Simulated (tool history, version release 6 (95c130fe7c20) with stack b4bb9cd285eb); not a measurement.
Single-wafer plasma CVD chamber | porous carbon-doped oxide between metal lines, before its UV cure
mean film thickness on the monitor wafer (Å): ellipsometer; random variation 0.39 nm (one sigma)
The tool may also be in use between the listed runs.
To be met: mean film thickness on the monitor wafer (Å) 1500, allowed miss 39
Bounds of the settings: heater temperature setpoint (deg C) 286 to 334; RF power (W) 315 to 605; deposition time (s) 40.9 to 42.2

| run | hour | heater temperature setpoint (deg C) | RF power (W) | deposition time (s) | mean film thickness on the monitor wafer (Å) |
|---|---|---|---|---|---|
| 1 | 0 | 310 | 460 | 40.9 | 2053.6 |
| 2 | 5.5 | 310 | 485 | 40.9 | 2152.8 |
| 3 | 7.7 | 301 | 485 | 40.9 | 2276.2 |
| 4 | 15.8 | 301 | 485 | 42.2 | 2330 |
| 5 | 23.4 | 305 | 460 | 42 | 2177.2 |
| 6 | 27.3 | 308 | 440 | 41.8 | 2028.1 |
| 7 | 29.9 | 311 | 425 | 41.7 | 1925.8 |
| 8 | 32.5 | 314 | 415 | 41.6 | 1846 |
| 9 | 39.4 | 316 | 405 | 41.6 | 1775.4 |
| 10 | 43.8 | 318 | 400 | 41.6 | 1737.3 |
| 11 | 51 | 320 | 395 | 41.6 | 1692.9 |
| 12 | 59.1 | 322 | 390 | 41.6 | 1655.5 |
| 13 | 66.7 | 323 | 385 | 41.6 | 1620.8 |
| 14 | 75.2 | 324 | 385 | 41.6 | 1619 |
| 15 | 83.6 | 325 | 385 | 41.6 | 1601 |
| 16 | 87.2 | 326 | 385 | 41.6 | 1592.3 |
| 17 | 93.3 | 327 | 385 | 41.6 | 1582.2 |
| 18 | 98.2 | 328 | 385 | 41.6 | 1578.2 |
| 19 | 100.7 | 328 | 385 | 41.6 | 1571.4 |
| 20 | 105.8 | 329 | 385 | 41.6 | 1565 |
| 21 | 112.6 | 330 | 385 | 41.6 | 1561.2 |

Which of these 5 next moves meets every target?
| A | 119.4 | 334 | 385 | 40.9 | ? |
| B | 119.4 | 334 | 365 | 40.9 | ? |
| C | 119.4 | 334 | 350 | 42.2 | ? |
| D | 119.4 | 330 | 355 | 40.9 | ? |
| E | 119.4 | 334 | 360 | 40.9 | ? |

| move | mean film thickness on the monitor wafer (Å) |
|---|---|
| A | 1498.7 |
| B | 1414.5 |
| C | 1392.5 |
| D | 1399.7 |
| E | 1393.3 |
A: meets every target
B: takes the result that was furthest off past its target
C: takes the result that was furthest off past its target
D: takes the result that was furthest off past its target
E: takes the result that was furthest off past its target
Move A is the one to make.
